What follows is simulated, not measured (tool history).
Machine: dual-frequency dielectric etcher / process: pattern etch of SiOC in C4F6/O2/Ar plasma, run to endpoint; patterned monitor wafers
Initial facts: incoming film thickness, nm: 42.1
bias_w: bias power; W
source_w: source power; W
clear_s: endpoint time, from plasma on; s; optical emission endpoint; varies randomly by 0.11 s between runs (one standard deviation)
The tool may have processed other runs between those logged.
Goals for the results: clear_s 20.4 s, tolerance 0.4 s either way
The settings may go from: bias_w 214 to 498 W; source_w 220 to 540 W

{"run": 1, "hour": 0.0, "bias_w": 356, "source_w": 380, "clear_s": 18.35}
{"run": 2, "hour": 0.9, "bias_w": 330, "source_w": 370, "clear_s": 19.106}
{"run": 3, "hour": 4.2, "bias_w": 375, "source_w": 370, "clear_s": 18.13}
{"run": 4, "hour": 5.3, "bias_w": 348, "source_w": 360, "clear_s": 18.852}
{"run": 5, "hour": 8.2, "bias_w": 348, "source_w": 400, "clear_s": 18.322}
{"run": 6, "hour": 13.2, "bias_w": 348, "source_w": 460, "clear_s": 17.455}
{"run": 7, "hour": 14.1, "bias_w": 313, "source_w": 450, "clear_s": 18.414}
{"run": 8, "hour": 15.5, "bias_w": 291, "source_w": 450, "clear_s": 18.776}
{"run": 9, "hour": 23.4, "bias_w": 272, "source_w": 450, "clear_s": 19.295}
{"run": 10, "hour": 24.8, "bias_w": 260, "source_w": 450, "clear_s": 19.457}
{"run": 11, "hour": 29.2, "bias_w": 249, "source_w": 450, "clear_s": 19.974}
{"run": 12, "hour": 31.8, "bias_w": 249, "source_w": 450, "clear_s": 19.892}

5 next moves are on the table. One of them brings every result within its allowed miss. Which?
{"run": "A", "hour": 34.4, "bias_w": 268, "source_w": 460, "clear_s": "?"}
{"run": "B", "hour": 34.4, "bias_w": 273, "source_w": 440, "clear_s": "?"}
{"run": "C", "hour": 34.4, "bias_w": 284, "source_w": 430, "clear_s": "?"}
{"run": "D", "hour": 34.4, "bias_w": 267, "source_w": 460, "clear_s": "?"}
{"run": "E", "hour": 34.4, "bias_w": 245, "source_w": 420, "clear_s": "?"}

move=A clear_s=19.463
move=B clear_s=19.575
move=C clear_s=19.426
move=D clear_s=19.488
move=E clear_s=20.585
A: the biggest miss grows against the last run
B: the biggest miss grows against the last run
C: the biggest miss grows against the last run
D: the biggest miss grows against the last run
E: every result within its allowed miss
E meets every target.
